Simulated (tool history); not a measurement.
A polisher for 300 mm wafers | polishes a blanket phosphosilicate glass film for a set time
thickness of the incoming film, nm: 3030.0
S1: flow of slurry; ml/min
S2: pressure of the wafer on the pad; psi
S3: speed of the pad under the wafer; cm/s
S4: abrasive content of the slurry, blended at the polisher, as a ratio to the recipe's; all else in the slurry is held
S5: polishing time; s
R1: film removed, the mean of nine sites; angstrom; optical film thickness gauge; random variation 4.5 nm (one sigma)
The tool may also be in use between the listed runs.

run 1 hour=0.0 | S1=155 S2=2.2 S3=100 S4=1.00 S5=113 | R1=6215.0
run 2 hour=8.4 | S1=140 S2=2.2 S3=100 S4=1.00 S5=113 | R1=6076.0
run 3 hour=10.9 | S1=140 S2=1.9 S3=98 S4=1.00 S5=113 | R1=5266.9
run 4 hour=15.5 | S1=140 S2=1.9 S3=98 S4=1.15 S5=113 | R1=5557.9
run 5 hour=22.9 | S1=140 S2=1.7 S3=98 S4=1.15 S5=113 | R1=5077.2
run 6 hour=26.7 | S1=140 S2=1.5 S3=94 S4=1.15 S5=113 | R1=4521.0

Forecast run 7:
run 7 hour=32.5 | S1=140 S2=1.4 S3=90 S4=1.15 S5=113 | R1=?

Run 7 gave R1 3993.5 angstrom.
